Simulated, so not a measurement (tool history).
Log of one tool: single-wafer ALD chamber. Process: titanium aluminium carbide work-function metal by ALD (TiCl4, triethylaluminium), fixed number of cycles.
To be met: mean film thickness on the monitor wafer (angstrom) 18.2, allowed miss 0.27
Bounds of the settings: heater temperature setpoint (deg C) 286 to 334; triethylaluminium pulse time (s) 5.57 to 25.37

| run | hour | heater temperature setpoint (deg C) | triethylaluminium pulse time (s) | mean film thickness on the monitor wafer (angstrom) |
|---|---|---|---|---|
| 1 | 0 | 310 | 15.47 | 20.471 |
| 2 | 8.1 | 320 | 15.47 | 21.623 |
| 3 | 9.9 | 311 | 14.94 | 20.622 |
| 4 | 12.3 | 304 | 14.65 | 19.96 |
| 5 | 18.2 | 299 | 13.38 | 19.423 |
| 6 | 25.5 | 295 | 12.93 | 19.07 |
| 7 | 27.4 | 293 | 12.28 | 18.815 |
| 8 | 35 | 291 | 12.11 | 18.615 |
| 9 | 40.4 | 290 | 12 | 18.489 |

Which of these 5 next moves meets every target?
| A | 45.8 | 286 | 12.39 | ? |
| B | 45.8 | 293 | 11.64 | ? |
| C | 45.8 | 293 | 11.95 | ? |
| D | 45.8 | 293 | 12 | ? |
| E | 45.8 | 301 | 6.87 | ? |

| move | mean film thickness on the monitor wafer (angstrom) |
|---|---|
| A | 18.244 |
| B | 18.851 |
| C | 18.871 |
| D | 18.874 |
| E | 18.939 |
A: meets every target
B: further off than the last run
C: further off than the last run
D: further off than the last run
E: further off than the last run
The right move is A.

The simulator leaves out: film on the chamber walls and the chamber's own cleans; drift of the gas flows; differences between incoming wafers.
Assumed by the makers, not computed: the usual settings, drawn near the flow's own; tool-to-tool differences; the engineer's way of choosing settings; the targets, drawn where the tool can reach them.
